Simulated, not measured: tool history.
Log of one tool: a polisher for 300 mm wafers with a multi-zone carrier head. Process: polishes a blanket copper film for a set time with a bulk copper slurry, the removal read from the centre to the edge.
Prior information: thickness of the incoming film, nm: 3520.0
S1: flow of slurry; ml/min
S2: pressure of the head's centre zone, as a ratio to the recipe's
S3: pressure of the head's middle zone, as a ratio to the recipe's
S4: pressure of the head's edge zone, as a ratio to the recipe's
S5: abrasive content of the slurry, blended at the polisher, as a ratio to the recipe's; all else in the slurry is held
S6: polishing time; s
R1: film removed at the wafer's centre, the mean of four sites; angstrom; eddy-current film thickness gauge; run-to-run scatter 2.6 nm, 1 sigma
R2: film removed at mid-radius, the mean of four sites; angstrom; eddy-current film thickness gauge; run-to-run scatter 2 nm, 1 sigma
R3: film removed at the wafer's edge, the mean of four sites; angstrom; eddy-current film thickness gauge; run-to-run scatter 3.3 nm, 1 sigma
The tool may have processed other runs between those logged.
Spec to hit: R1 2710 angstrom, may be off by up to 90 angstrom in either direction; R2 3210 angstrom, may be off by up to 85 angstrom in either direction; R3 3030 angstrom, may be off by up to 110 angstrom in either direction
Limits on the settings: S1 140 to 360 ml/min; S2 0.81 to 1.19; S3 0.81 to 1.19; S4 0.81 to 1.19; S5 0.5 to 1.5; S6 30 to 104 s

run 1 hour=0 | S1=230 S2=1 S3=1 S4=1 S5=1 S6=67 | R1=5416.4 R2=5329.3 R3=5391.6
run 2 hour=7.2 | S1=230 S2=1 S3=1 S4=1 S5=1 S6=77 | R1=6323.7 R2=6134.1 R3=6085.7
run 3 hour=12.2 | S1=220 S2=0.96 S3=1.01 S4=0.95 S5=0.85 S6=66 | R1=4882.7 R2=5022.9 R3=4900.9
run 4 hour=14.3 | S1=210 S2=0.92 S3=1.01 S4=0.91 S5=0.75 S6=59 | R1=3936.3 R2=4296.9 R3=4074.9
run 5 hour=20.1 | S1=210 S2=0.92 S3=1.05 S4=0.91 S5=0.75 S6=59 | R1=3983.4 R2=4409 R3=4153.5
run 6 hour=26 | S1=210 S2=0.92 S3=1.08 S4=0.91 S5=0.75 S6=59 | R1=3940.7 R2=4602 R3=4082.3
run 7 hour=31.8 | S1=180 S2=0.82 S3=1.01 S4=0.83 S5=0.5 S6=41 | R1=2137 R2=2556.6 R3=2381.2
run 8 hour=33.9 | S1=245 S2=0.91 S3=1.09 S4=0.93 S5=0.55 S6=38 | R1=2350.8 R2=2735.5 R3=2476.2
run 9 hour=36.4 | S1=240 S2=0.92 S3=1.1 S4=0.98 S5=0.65 S6=38 | R1=2571.2 R2=2889.9 R3=2618.2
run 10 hour=42.6 | S1=245 S2=0.89 S3=1.09 S4=1.01 S5=0.75 S6=39 | R1=2630.3 R2=3107.2 R3=2867.9
run 11 hour=44.7 | S1=280 S2=0.89 S3=1.08 S4=1.06 S5=0.75 S6=39 | R1=2687.9 R2=3092.3 R3=3012.4

Which one of the following 4 next-run settings gets every result inside its allowed miss? There is exactly one.
run A hour=46.8 | S1=260 S2=0.92 S3=1.14 S4=1.13 S5=1.05 S6=35 | R1=? R2=? R3=?
run B hour=46.8 | S1=275 S2=1.01 S3=1.11 S4=1.17 S5=0.8 S6=35 | R1=? R2=? R3=?
run C hour=46.8 | S1=290 S2=0.87 S3=0.99 S4=1.12 S5=0.55 S6=44 | R1=? R2=? R3=?
run D hour=46.8 | S1=310 S2=0.9 S3=1.04 S4=1.07 S5=0.9 S6=36 | R1=? R2=? R3=?

move=A R1=2727.3 R2=3183.8 R3=3043.8
move=B R1=2788 R2=2895.5 R3=2881.8
move=C R1=2700.9 R2=2956 R3=3168.5
move=D R1=2681.3 R2=2954.6 R3=2961.9
A: in spec on every target
B: lands further from the targets than the last run did
C: lands further from the targets than the last run did
D: lands further from the targets than the last run did
Answer: A
